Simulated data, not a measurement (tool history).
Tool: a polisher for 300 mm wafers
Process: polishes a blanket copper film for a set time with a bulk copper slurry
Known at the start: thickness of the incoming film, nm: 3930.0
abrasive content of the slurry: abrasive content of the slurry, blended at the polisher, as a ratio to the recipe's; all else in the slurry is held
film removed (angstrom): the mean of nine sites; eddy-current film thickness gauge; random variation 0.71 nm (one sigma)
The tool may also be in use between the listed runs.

| run | hour | flow of slurry (ml/min) | pressure of the wafer on the pad (psi) | speed of the pad under the wafer (m/s) | abrasive content of the slurry | polishing time (s) | film removed (angstrom) |
|---|---|---|---|---|---|---|---|
| 1 | 0 | 250 | 1.9 | 0.9 | 1 | 54 | 2635 |
| 2 | 8.7 | 290 | 1.9 | 0.9 | 1 | 54 | 2641.1 |
| 3 | 16.8 | 290 | 1.9 | 0.7 | 1 | 54 | 2130.6 |
| 4 | 20.9 | 290 | 1.6 | 0.68 | 1 | 54 | 1763.2 |
| 5 | 27 | 290 | 1.4 | 0.68 | 1 | 54 | 1573.8 |
| 6 | 34.3 | 290 | 1.2 | 0.68 | 1 | 54 | 1360.6 |
| 7 | 41.9 | 285 | 1.1 | 0.68 | 1 | 54 | 1267.2 |
| 8 | 46.3 | 265 | 1.1 | 0.68 | 1 | 54 | 1244.5 |
| 9 | 50.5 | 250 | 1.1 | 0.68 | 1 | 54 | 1247.9 |
| 10 | 57.2 | 235 | 1.1 | 0.68 | 1 | 54 | 1235.5 |
| 11 | 63.6 | 220 | 1.1 | 0.68 | 1 | 54 | 1234.1 |
| 12 | 65.6 | 215 | 1.1 | 0.68 | 1 | 54 | 1233.4 |
| 13 | 68.6 | 210 | 1.1 | 0.68 | 1 | 54 | 1232 |
| 14 | 77.1 | 190 | 1 | 0.68 | 1 | 54 | 1109.9 |
| 15 | 85.3 | 205 | 1 | 0.68 | 1 | 54 | 1122.6 |
| 16 | 86.2 | 215 | 1 | 0.68 | 1 | 54 | 1125.5 |
| 17 | 92.7 | 240 | 1.1 | 0.68 | 1 | 54 | 1247.1 |
| 18 | 100.5 | 185 | 1.1 | 0.68 | 1 | 54 | 1208.7 |
| 19 | 102.4 | 180 | 1.1 | 0.68 | 1 | 54 | 1210.1 |
| 20 | 105.7 | 175 | 1.1 | 0.68 | 1 | 54 | 1197.1 |
| 21 | 114.3 | 170 | 1.1 | 0.68 | 1 | 54 | 1203.5 |
| 22 | 116 | 165 | 1 | 0.68 | 1 | 54 | 1100.7 |
| 23 | 121.2 | 180 | 1 | 0.68 | 1 | 54 | 1112.3 |
| 24 | 125.4 | 195 | 1 | 0.68 | 1 | 54 | 1111.6 |

Forecast run 25:
| 25 | 128.1 | 210 | 1 | 0.68 | 1 | 54 | ? |

film removed (angstrom): 1129.3
